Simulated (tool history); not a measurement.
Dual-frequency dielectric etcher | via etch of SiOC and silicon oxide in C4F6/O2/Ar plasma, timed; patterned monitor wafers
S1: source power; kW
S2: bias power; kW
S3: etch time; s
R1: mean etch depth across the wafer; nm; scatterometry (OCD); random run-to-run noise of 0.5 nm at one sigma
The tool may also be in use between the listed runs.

run 1 hour=0.0 | S1=0.480 S2=0.148 S3=105.5 | R1=111.790
run 2 hour=3.3 | S1=0.410 S2=0.148 S3=105.5 | R1=107.410
run 3 hour=9.9 | S1=0.400 S2=0.141 S3=105.5 | R1=103.490
run 4 hour=17.7 | S1=0.400 S2=0.141 S3=105.5 | R1=103.860
run 5 hour=25.9 | S1=0.390 S2=0.136 S3=105.5 | R1=101.360
run 6 hour=33.1 | S1=0.320 S2=0.136 S3=105.5 | R1=94.427
run 7 hour=41.4 | S1=0.320 S2=0.133 S3=105.5 | R1=94.383
run 8 hour=50.3 | S1=0.320 S2=0.129 S3=105.5 | R1=92.865
run 9 hour=57.7 | S1=0.320 S2=0.127 S3=105.5 | R1=91.937

Run 10 has not been measured yet. What should we expect?
run 10 hour=58.7 | S1=0.320 S2=0.125 S3=105.5 | R1=?

{"run 10": {"R1": 90.231}}
